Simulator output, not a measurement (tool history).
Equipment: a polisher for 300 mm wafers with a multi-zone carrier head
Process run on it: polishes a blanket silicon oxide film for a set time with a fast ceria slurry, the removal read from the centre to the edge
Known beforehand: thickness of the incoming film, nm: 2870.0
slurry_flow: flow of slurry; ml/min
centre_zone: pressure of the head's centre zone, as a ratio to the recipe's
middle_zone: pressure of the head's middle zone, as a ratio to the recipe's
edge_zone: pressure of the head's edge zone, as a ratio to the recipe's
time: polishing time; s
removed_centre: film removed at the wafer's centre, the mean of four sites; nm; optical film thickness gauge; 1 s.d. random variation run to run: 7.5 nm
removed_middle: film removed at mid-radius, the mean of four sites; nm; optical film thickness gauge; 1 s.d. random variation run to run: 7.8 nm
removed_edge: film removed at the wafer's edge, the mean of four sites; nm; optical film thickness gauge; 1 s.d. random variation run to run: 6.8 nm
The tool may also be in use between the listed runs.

run	hour	slurry_flow	centre_zone	middle_zone	edge_zone	time	removed_centre	removed_middle	removed_edge
1	0	260	1	1	1	76	823.72	826.73	837.69
2	1.5	280	1.04	0.98	1.04	77	862.6	816.83	873.36
3	7.5	290	1.08	0.98	1.06	78	901.44	840.58	884.75
4	14.6	255	1.08	0.98	1.06	78	898.1	830.16	889.4
5	22.3	255	1.08	0.98	1.06	70	809.57	736.01	779.57
6	25.9	255	1.08	0.98	1.15	70	800.4	752.93	826.4
7	26.8	260	1.11	0.97	1.16	73	869.31	775.66	866.01

For run 8, what comes out?
8	30.3	260	1.11	0.97	1.16	73	?	?	?

removed_centre: 851.66 nm
removed_middle: 759.69 nm
removed_edge: 865.13 nm
